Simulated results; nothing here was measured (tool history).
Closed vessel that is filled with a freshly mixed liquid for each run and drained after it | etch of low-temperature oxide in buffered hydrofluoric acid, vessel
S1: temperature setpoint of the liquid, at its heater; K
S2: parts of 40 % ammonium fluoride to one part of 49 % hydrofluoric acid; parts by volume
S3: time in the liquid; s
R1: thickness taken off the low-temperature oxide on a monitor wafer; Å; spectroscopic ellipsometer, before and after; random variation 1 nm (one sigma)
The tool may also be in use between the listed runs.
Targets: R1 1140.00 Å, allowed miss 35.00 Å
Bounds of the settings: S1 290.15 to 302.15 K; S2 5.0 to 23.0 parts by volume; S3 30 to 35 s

{"run": 1, "hour": 0.0, "S1": 294.15, "S2": 14.0, "S3": 35, "R1": 734.48}
{"run": 2, "hour": 4.4, "S1": 295.15, "S2": 14.0, "S3": 35, "R1": 777.65}
{"run": 3, "hour": 8.3, "S1": 295.15, "S2": 14.0, "S3": 35, "R1": 773.17}
{"run": 4, "hour": 15.4, "S1": 298.15, "S2": 14.0, "S3": 35, "R1": 912.83}
{"run": 5, "hour": 22.2, "S1": 298.15, "S2": 14.0, "S3": 35, "R1": 919.96}
{"run": 6, "hour": 28.8, "S1": 298.15, "S2": 14.0, "S3": 35, "R1": 909.85}
{"run": 7, "hour": 33.5, "S1": 298.65, "S2": 14.0, "S3": 35, "R1": 954.27}
{"run": 8, "hour": 41.1, "S1": 298.65, "S2": 14.0, "S3": 35, "R1": 931.71}
{"run": 9, "hour": 42.8, "S1": 299.15, "S2": 14.0, "S3": 35, "R1": 951.9}
{"run": 10, "hour": 49.0, "S1": 299.65, "S2": 14.0, "S3": 35, "R1": 997.27}
{"run": 11, "hour": 50.3, "S1": 300.15, "S2": 14.0, "S3": 35, "R1": 1024.1}
{"run": 12, "hour": 54.8, "S1": 301.15, "S2": 14.0, "S3": 35, "R1": 1083.2}
{"run": 13, "hour": 63.8, "S1": 301.65, "S2": 14.0, "S3": 35, "R1": 1093.3}

Which of these 4 next moves meets every target?
{"run": "A", "hour": 72.8, "S1": 298.15, "S2": 10.5, "S3": 30, "R1": "?"}
{"run": "B", "hour": 72.8, "S1": 302.15, "S2": 11.0, "S3": 30, "R1": "?"}
{"run": "C", "hour": 72.8, "S1": 301.65, "S2": 10.5, "S3": 30, "R1": "?"}
{"run": "D", "hour": 72.8, "S1": 302.15, "S2": 14.0, "S3": 35, "R1": "?"}

move=A R1=1039.10
move=B R1=1229.90
move=C R1=1253.30
move=D R1=1133.80
A: further off than the last run
B: takes the result that was furthest off past its target
C: takes the result that was furthest off past its target
D: meets every target
Answer: D
